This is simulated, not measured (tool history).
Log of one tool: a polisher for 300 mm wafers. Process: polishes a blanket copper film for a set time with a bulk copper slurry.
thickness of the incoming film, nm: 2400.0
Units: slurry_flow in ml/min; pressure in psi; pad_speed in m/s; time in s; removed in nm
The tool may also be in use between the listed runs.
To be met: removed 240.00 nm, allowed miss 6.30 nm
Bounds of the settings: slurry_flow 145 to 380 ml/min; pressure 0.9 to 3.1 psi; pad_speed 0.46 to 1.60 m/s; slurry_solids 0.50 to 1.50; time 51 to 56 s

Run 1, day 0.000: slurry_flow 245 ml/min, pressure 2.0 psi, pad_speed 1.02 m/s, slurry_solids 1.00, time 56 s. Result: removed 369.36 nm.
Run 2, day 0.075: slurry_flow 240 ml/min, pressure 1.7 psi, pad_speed 1.02 m/s, slurry_solids 1.00, time 56 s. Result: removed 312.29 nm.
Run 3, day 0.254: slurry_flow 240 ml/min, pressure 1.7 psi, pad_speed 1.02 m/s, slurry_solids 0.80, time 56 s. Result: removed 304.95 nm.
Run 4, day 0.412: slurry_flow 275 ml/min, pressure 1.7 psi, pad_speed 1.02 m/s, slurry_solids 0.80, time 56 s. Result: removed 312.58 nm.
Run 5, day 0.721: slurry_flow 315 ml/min, pressure 1.7 psi, pad_speed 1.02 m/s, slurry_solids 0.80, time 56 s. Result: removed 314.35 nm.
Run 6, day 0.742: slurry_flow 315 ml/min, pressure 1.5 psi, pad_speed 1.02 m/s, slurry_solids 0.80, time 56 s. Result: removed 283.08 nm.
Run 7, day 0.892: slurry_flow 290 ml/min, pressure 1.1 psi, pad_speed 1.02 m/s, slurry_solids 0.80, time 56 s. Result: removed 207.46 nm.
Run 8, day 1.138: slurry_flow 290 ml/min, pressure 1.1 psi, pad_speed 1.02 m/s, slurry_solids 0.80, time 56 s. Result: removed 205.63 nm.
Run 9, day 1.304: slurry_flow 300 ml/min, pressure 1.2 psi, pad_speed 1.02 m/s, slurry_solids 0.80, time 56 s. Result: removed 228.43 nm.
Run 10, day 1.433: slurry_flow 335 ml/min, pressure 1.2 psi, pad_speed 1.02 m/s, slurry_solids 0.80, time 56 s. Result: removed 227.66 nm.

5 next moves are on the table. One of them brings every result within its allowed miss. Which?
Run A, day 1.562: slurry_flow 375 ml/min, pressure 1.3 psi, pad_speed 1.08 m/s, slurry_solids 0.70, time 52 s. Result: removed ?.
Run B, day 1.562: slurry_flow 355 ml/min, pressure 1.4 psi, pad_speed 0.84 m/s, slurry_solids 1.00, time 53 s. Result: removed ?.
Run C, day 1.562: slurry_flow 270 ml/min, pressure 1.5 psi, pad_speed 0.80 m/s, slurry_solids 0.95, time 53 s. Result: removed ?.
Run D, day 1.562: slurry_flow 350 ml/min, pressure 1.2 psi, pad_speed 1.06 m/s, slurry_solids 0.85, time 51 s. Result: removed ?.
Run E, day 1.562: slurry_flow 315 ml/min, pressure 1.2 psi, pad_speed 0.98 m/s, slurry_solids 0.75, time 55 s. Result: removed ?.

move  removed
   A   241.16
   B   215.95
   C   211.53
   D   219.23
   E   213.02
A: meets every target
B: further off than the last run
C: further off than the last run
D: further off than the last run
E: further off than the last run
Move A is the one to make.

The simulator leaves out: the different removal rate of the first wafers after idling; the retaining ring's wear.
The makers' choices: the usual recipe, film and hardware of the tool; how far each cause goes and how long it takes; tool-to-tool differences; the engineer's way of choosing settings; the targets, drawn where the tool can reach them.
